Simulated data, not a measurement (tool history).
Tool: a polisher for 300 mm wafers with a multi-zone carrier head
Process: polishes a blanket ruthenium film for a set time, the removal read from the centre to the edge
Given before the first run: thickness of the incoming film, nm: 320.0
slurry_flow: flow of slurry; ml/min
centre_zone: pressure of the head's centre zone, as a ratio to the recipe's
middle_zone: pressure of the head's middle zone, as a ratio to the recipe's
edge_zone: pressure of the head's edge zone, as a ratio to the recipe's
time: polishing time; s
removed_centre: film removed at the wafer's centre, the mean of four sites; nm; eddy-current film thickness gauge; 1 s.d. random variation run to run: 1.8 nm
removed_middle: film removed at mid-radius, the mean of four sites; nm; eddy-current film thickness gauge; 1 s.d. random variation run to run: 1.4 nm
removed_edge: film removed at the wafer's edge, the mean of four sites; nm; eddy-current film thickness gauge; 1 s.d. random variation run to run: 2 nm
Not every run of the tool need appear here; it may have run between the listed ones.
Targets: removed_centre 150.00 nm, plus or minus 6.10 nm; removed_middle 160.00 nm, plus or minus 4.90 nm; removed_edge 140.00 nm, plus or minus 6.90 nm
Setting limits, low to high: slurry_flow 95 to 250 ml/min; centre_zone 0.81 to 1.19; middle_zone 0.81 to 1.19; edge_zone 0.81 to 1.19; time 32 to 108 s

{"run": 1, "hour": 0.0, "slurry_flow": 160, "centre_zone": 1.0, "middle_zone": 1.0, "edge_zone": 1.0, "time": 70, "removed_centre": 111.45, "removed_middle": 108.93, "removed_edge": 113.45}
{"run": 2, "hour": 1.4, "slurry_flow": 175, "centre_zone": 1.02, "middle_zone": 1.06, "edge_zone": 1.01, "time": 73, "removed_centre": 117.48, "removed_middle": 123.87, "removed_edge": 121.48}
{"run": 3, "hour": 5.4, "slurry_flow": 190, "centre_zone": 1.07, "middle_zone": 1.09, "edge_zone": 1.01, "time": 75, "removed_centre": 128.05, "removed_middle": 131.99, "removed_edge": 123.53}
{"run": 4, "hour": 13.5, "slurry_flow": 200, "centre_zone": 1.09, "middle_zone": 1.11, "edge_zone": 1.03, "time": 77, "removed_centre": 133.13, "removed_middle": 138.7, "removed_edge": 126.15}
{"run": 5, "hour": 22.2, "slurry_flow": 200, "centre_zone": 1.1, "middle_zone": 1.12, "edge_zone": 1.03, "time": 79, "removed_centre": 139.86, "removed_middle": 141.92, "removed_edge": 131.67}
{"run": 6, "hour": 28.7, "slurry_flow": 205, "centre_zone": 1.1, "middle_zone": 1.14, "edge_zone": 1.03, "time": 80, "removed_centre": 143.35, "removed_middle": 146.82, "removed_edge": 134.46}
{"run": 7, "hour": 31.0, "slurry_flow": 210, "centre_zone": 1.1, "middle_zone": 1.16, "edge_zone": 1.02, "time": 81, "removed_centre": 146.63, "removed_middle": 151.63, "removed_edge": 136.83}
{"run": 8, "hour": 32.7, "slurry_flow": 220, "centre_zone": 1.09, "middle_zone": 1.17, "edge_zone": 1.01, "time": 81, "removed_centre": 146.06, "removed_middle": 153.49, "removed_edge": 137.81}

Which of these 4 next moves meets every target?
{"run": "A", "hour": 34.4, "slurry_flow": 200, "centre_zone": 0.99, "middle_zone": 1.16, "edge_zone": 1.04, "time": 86, "removed_centre": "?", "removed_middle": "?", "removed_edge": "?"}
{"run": "B", "hour": 34.4, "slurry_flow": 205, "centre_zone": 1.16, "middle_zone": 1.16, "edge_zone": 1.03, "time": 81, "removed_centre": "?", "removed_middle": "?", "removed_edge": "?"}
{"run": "C", "hour": 34.4, "slurry_flow": 250, "centre_zone": 1.0, "middle_zone": 1.19, "edge_zone": 0.96, "time": 83, "removed_centre": "?", "removed_middle": "?", "removed_edge": "?"}
{"run": "D", "hour": 34.4, "slurry_flow": 170, "centre_zone": 1.08, "middle_zone": 1.16, "edge_zone": 0.96, "time": 88, "removed_centre": "?", "removed_middle": "?", "removed_edge": "?"}

move=A removed_centre=136.71 removed_middle=160.60 removed_edge=145.12
move=B removed_centre=151.62 removed_middle=151.64 removed_edge=136.50
move=C removed_centre=137.56 removed_middle=162.98 removed_edge=138.57
move=D removed_centre=148.62 removed_middle=160.36 removed_edge=141.39
A: corrects the largest miss of the last run, while another result sits out of spec
B: its largest miss is bigger than the last run's
C: corrects the largest miss of the last run, while another result sits out of spec
D: every result within its allowed miss
D is the move that brings every result within its allowed miss.
